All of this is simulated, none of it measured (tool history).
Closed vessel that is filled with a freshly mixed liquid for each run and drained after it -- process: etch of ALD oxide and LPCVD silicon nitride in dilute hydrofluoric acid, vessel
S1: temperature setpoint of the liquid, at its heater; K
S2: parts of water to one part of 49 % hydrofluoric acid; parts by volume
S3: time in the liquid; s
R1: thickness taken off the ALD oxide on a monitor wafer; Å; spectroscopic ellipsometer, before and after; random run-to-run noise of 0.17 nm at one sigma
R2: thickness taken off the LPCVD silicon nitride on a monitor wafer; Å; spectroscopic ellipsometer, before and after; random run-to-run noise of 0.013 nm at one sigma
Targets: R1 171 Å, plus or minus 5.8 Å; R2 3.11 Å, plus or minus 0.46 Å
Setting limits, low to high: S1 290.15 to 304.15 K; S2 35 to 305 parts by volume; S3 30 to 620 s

run 1 day=0 | S1=296.15 S2=170 S3=315 | R1=577.69 R2=9.0998
run 2 day=0.1 | S1=295.15 S2=210 S3=300 | R1=407.29 R2=6.5008
run 3 day=0.358 | S1=295.15 S2=210 S3=215 | R1=297.4 R2=4.6067
run 4 day=0.575 | S1=296.15 S2=210 S3=215 | R1=307.18 R2=5.1315
run 5 day=0.638 | S1=296.15 S2=240 S3=215 | R1=259.16 R2=4.7342
run 6 day=0.946 | S1=295.15 S2=255 S3=220 | R1=234.58 R2=3.8513
run 7 day=1.279 | S1=295.15 S2=270 S3=215 | R1=215.75 R2=4.0353
run 8 day=1.4 | S1=294.65 S2=280 S3=215 | R1=205.12 R2=3.6378

Next run, 4 choices. One meets every target within its allowed miss, the rest don't. Which?
run A day=1.521 | S1=290.15 S2=225 S3=150 | R1=? R2=?
run B day=1.521 | S1=295.15 S2=295 S3=190 | R1=? R2=?
run C day=1.521 | S1=290.15 S2=200 S3=130 | R1=? R2=?
run D day=1.521 | S1=290.65 S2=260 S3=180 | R1=? R2=?

move=A R1=156.47 R2=2.3835
move=B R1=171.06 R2=3.211
move=C R1=156.04 R2=2.3121
move=D R1=160.64 R2=2.5753
A: carries the result that was furthest off beyond its target, to the other side
B: every result within its allowed miss
C: carries the result that was furthest off beyond its target, to the other side
D: carries the result that was furthest off beyond its target, to the other side
Correct choice: B, which meets every target

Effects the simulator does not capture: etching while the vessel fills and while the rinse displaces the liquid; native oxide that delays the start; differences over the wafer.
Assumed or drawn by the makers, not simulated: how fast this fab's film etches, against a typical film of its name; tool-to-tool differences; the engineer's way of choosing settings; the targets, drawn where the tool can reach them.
